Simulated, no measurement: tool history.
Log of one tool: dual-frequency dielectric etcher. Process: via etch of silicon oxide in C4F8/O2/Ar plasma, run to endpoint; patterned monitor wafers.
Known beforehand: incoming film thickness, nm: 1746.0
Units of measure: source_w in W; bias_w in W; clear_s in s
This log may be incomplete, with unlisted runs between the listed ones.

| run | hour | source_w | bias_w | clear_s |
|---|---|---|---|---|
| 1 | 0.0 | 1920 | 1788 | 313.61 |
| 2 | 1.9 | 2060 | 1837 | 304.06 |
| 3 | 3.9 | 2220 | 1837 | 297.27 |
| 4 | 9.2 | 2320 | 1899 | 288.16 |
| 5 | 10.0 | 2320 | 1638 | 302.70 |
| 6 | 18.0 | 2410 | 1718 | 292.46 |

For run 7, what comes out?
| 7 | 24.9 | 2480 | 1768 | ? |

clear_s: 287.38 s
